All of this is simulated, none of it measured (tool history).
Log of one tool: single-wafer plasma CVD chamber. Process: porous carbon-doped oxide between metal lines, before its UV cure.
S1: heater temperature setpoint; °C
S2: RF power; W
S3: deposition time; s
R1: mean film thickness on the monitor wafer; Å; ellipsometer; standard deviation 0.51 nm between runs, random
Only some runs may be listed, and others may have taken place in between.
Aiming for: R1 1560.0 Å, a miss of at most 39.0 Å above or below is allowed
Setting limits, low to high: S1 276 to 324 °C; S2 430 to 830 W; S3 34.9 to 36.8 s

run 1 hour=0.0 | S1=300 S2=630 S3=36.8 | R1=2229.4
run 2 hour=4.1 | S1=300 S2=630 S3=36.8 | R1=2222.2
run 3 hour=4.7 | S1=303 S2=600 S3=36.5 | R1=2062.5
run 4 hour=12.9 | S1=303 S2=600 S3=36.8 | R1=2081.6
run 5 hour=17.3 | S1=303 S2=655 S3=36.8 | R1=2265.6
run 6 hour=24.7 | S1=303 S2=655 S3=34.9 | R1=2158.2
run 7 hour=31.9 | S1=303 S2=655 S3=34.9 | R1=2161.7
run 8 hour=40.1 | S1=306 S2=635 S3=34.9 | R1=2047.5

Next run, 5 choices. One meets every target within its allowed miss, the rest don't. Which?
run A hour=48.3 | S1=314 S2=460 S3=34.9 | R1=?
run B hour=48.3 | S1=324 S2=500 S3=34.9 | R1=?
run C hour=48.3 | S1=314 S2=490 S3=34.9 | R1=?
run D hour=48.3 | S1=321 S2=535 S3=34.9 | R1=?
run E hour=48.3 | S1=308 S2=555 S3=34.9 | R1=?

move=A R1=1351.1
move=B R1=1429.5
move=C R1=1473.5
move=D R1=1573.9
move=E R1=1766.9
A: moves the result that the last run missed by most past its target, out the other side
B: moves the result that the last run missed by most past its target, out the other side
C: moves the result that the last run missed by most past its target, out the other side
D: every result lands within tolerance
E: moves toward the targets from the last run without getting all of them in spec
Move D is the one to make.
